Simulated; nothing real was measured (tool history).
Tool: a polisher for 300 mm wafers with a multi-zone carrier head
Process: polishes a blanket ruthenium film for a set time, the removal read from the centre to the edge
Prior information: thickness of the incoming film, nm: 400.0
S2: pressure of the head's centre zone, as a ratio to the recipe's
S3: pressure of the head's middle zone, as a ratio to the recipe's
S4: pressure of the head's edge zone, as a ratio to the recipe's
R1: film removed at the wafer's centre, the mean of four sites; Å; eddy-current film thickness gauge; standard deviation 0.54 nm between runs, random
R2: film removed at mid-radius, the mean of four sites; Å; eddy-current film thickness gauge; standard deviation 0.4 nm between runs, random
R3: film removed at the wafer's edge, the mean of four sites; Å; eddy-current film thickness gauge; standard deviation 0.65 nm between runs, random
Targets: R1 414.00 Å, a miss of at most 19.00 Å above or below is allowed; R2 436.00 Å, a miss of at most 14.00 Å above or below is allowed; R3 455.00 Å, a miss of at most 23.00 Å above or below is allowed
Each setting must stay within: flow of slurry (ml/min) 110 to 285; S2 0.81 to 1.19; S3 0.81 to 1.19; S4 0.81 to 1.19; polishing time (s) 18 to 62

Run 1, hour 0.0: flow of slurry (ml/min) 180, S2 1.00, S3 1.00, S4 1.00, polishing time (s) 40. Result: R1 678.65 Å, R2 652.04 Å, R3 658.45 Å.
Run 2, hour 3.1: flow of slurry (ml/min) 180, S2 1.04, S3 1.00, S4 1.00, polishing time (s) 40. Result: R1 683.76 Å, R2 642.02 Å, R3 670.48 Å.
Run 3, hour 8.1: flow of slurry (ml/min) 165, S2 0.99, S3 0.99, S4 1.03, polishing time (s) 36. Result: R1 578.44 Å, R2 562.53 Å, R3 614.14 Å.
Run 4, hour 11.7: flow of slurry (ml/min) 165, S2 0.99, S3 0.99, S4 0.99, polishing time (s) 36. Result: R1 567.77 Å, R2 573.39 Å, R3 584.78 Å.
Run 5, hour 12.8: flow of slurry (ml/min) 155, S2 0.97, S3 0.95, S4 0.97, polishing time (s) 34. Result: R1 531.30 Å, R2 522.31 Å, R3 550.46 Å.
Run 6, hour 13.4: flow of slurry (ml/min) 155, S2 0.97, S3 0.95, S4 0.97, polishing time (s) 43. Result: R1 667.70 Å, R2 652.08 Å, R3 700.17 Å.
Run 7, hour 16.0: flow of slurry (ml/min) 150, S2 0.94, S3 0.93, S4 0.94, polishing time (s) 39. Result: R1 585.30 Å, R2 577.22 Å, R3 613.63 Å.
Run 8, hour 17.6: flow of slurry (ml/min) 145, S2 0.91, S3 0.92, S4 0.92, polishing time (s) 36. Result: R1 518.28 Å, R2 530.40 Å, R3 566.09 Å.
Run 9, hour 26.1: flow of slurry (ml/min) 145, S2 0.90, S3 0.91, S4 0.90, polishing time (s) 34. Result: R1 489.40 Å, R2 487.19 Å, R3 510.21 Å.
Run 10, hour 27.9: flow of slurry (ml/min) 140, S2 0.88, S3 0.90, S4 0.89, polishing time (s) 33. Result: R1 456.37 Å, R2 468.08 Å, R3 496.06 Å.
Run 11, hour 31.9: flow of slurry (ml/min) 140, S2 0.87, S3 0.89, S4 0.87, polishing time (s) 33. Result: R1 450.93 Å, R2 462.44 Å, R3 495.05 Å.
Run 12, hour 36.2: flow of slurry (ml/min) 140, S2 0.86, S3 0.89, S4 0.86, polishing time (s) 32. Result: R1 433.80 Å, R2 455.24 Å, R3 481.07 Å.

Of the 4 settings listed for the next run, only one would bring every result within its allowed miss of target. Which one?
Run A, hour 40.5: flow of slurry (ml/min) 130, S2 0.84, S3 1.04, S4 0.81, polishing time (s) 30. Result: R1 ?, R2 ?, R3 ?.
Run B, hour 40.5: flow of slurry (ml/min) 110, S2 0.87, S3 0.92, S4 0.85, polishing time (s) 32. Result: R1 ?, R2 ?, R3 ?.
Run C, hour 40.5: flow of slurry (ml/min) 110, S2 0.81, S3 0.89, S4 0.93, polishing time (s) 35. Result: R1 ?, R2 ?, R3 ?.
Run D, hour 40.5: flow of slurry (ml/min) 160, S2 0.82, S3 0.89, S4 0.91, polishing time (s) 33. Result: R1 ?, R2 ?, R3 ?.

move      R1      R2      R3
   A  396.83  466.11  431.37
   B  415.62  429.16  456.66
   C  425.48  456.73  520.60
   D  448.40  470.34  517.12
A: its largest miss is bigger than the last run's
B: in spec on every target
C: its largest miss is bigger than the last run's
D: its largest miss is bigger than the last run's
So the answer is move B, the one that meets all the targets.

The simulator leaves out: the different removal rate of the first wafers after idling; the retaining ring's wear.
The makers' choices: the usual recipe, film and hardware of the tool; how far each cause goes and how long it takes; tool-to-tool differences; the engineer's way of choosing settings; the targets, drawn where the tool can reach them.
